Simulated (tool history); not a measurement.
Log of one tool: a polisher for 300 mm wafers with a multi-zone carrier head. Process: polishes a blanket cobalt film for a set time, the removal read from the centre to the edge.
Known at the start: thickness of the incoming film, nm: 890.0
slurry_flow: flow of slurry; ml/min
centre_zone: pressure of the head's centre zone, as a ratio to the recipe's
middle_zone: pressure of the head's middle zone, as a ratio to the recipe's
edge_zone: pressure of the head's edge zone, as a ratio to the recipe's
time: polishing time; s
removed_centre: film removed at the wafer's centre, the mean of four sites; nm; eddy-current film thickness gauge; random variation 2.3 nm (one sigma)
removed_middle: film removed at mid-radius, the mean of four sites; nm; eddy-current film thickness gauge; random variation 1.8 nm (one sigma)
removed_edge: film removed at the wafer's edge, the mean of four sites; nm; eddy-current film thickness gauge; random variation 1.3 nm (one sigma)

run	day	slurry_flow	centre_zone	middle_zone	edge_zone	time	removed_centre	removed_middle	removed_edge
1	0.000	220	1.00	1.00	1.00	76	259.94	265.00	256.68
2	0.238	210	0.96	0.97	0.99	72	242.13	245.69	238.60
3	0.471	210	1.04	0.97	0.99	72	258.00	247.93	240.06
4	0.771	210	0.98	0.97	0.99	72	239.45	245.14	237.91
5	0.838	200	0.94	0.94	1.00	69	219.51	222.97	226.94
6	1.071	190	0.91	0.93	1.00	67	206.17	214.49	223.56

The next listed run, before its measurement:
7	1.100	190	0.91	0.93	1.00	67	?	?	?

removed_centre: 201.29 nm
removed_middle: 213.04 nm
removed_edge: 220.17 nm
